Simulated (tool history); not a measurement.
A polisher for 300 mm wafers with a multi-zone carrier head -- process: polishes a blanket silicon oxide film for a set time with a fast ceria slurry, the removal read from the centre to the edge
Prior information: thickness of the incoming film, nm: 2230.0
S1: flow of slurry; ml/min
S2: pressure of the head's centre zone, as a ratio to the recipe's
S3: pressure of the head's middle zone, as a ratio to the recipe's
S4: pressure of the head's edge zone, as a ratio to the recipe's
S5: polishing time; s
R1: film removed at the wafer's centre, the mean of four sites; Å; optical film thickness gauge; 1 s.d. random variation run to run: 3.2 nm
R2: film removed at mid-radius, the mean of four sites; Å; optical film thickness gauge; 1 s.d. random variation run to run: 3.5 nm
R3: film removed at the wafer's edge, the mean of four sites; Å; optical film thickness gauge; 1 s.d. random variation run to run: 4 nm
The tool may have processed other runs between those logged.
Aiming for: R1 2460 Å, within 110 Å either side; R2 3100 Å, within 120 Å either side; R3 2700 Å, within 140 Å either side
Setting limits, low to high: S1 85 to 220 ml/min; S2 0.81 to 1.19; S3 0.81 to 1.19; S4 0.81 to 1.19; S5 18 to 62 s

run	hour	S1	S2	S3	S4	S5	R1	R2	R3
1	0	140	1	1	1	40	4340.5	4576	4393.9
2	2.4	135	0.98	1.01	0.98	37	3933.1	4163.4	4005.5
3	11.1	135	0.98	1.01	0.98	32	3310.6	3505	3477.5
4	18.9	130	0.96	1.03	0.96	31	3125.3	3561.5	3336.4
5	21.9	125	0.95	1.03	0.94	30	2990.5	3299.3	3133.7
6	26.2	125	0.95	1.03	0.88	30	3002.1	3411.8	3099.9
7	35.1	120	0.94	1.03	0.87	30	3000.1	3360.9	3014.3
8	41.2	115	0.92	1.03	0.87	30	2818.1	3325.9	3024.2
9	49.1	110	0.92	1.03	0.86	30	2805.5	3302.9	2988.6
10	55.1	100	0.87	1.06	0.82	27	2362.3	2895.3	2613.2

5 candidate next runs follow, results not yet known. Just one meets every target within its allowed miss. Identify it.
A	61.1	130	0.83	0.99	0.84	25	?	?	?
B	61.1	110	0.87	1.05	0.81	28	?	?	?
C	61.1	90	0.98	1.07	0.93	25	?	?	?
D	61.1	120	1	0.97	0.83	26	?	?	?
E	61.1	95	0.81	1.03	0.89	27	?	?	?

move	R1	R2	R3
A	2198.5	2721.2	2562.9
B	2483.7	3094.8	2759.7
C	2368.7	2677.2	2526.6
D	2709	2735.5	2623.8
E	2143.1	2839.3	2703.8
A: moves away from the targets compared with the last run
B: hits every target within its allowed miss
C: moves away from the targets compared with the last run
D: moves away from the targets compared with the last run
E: moves away from the targets compared with the last run
The right move is B.
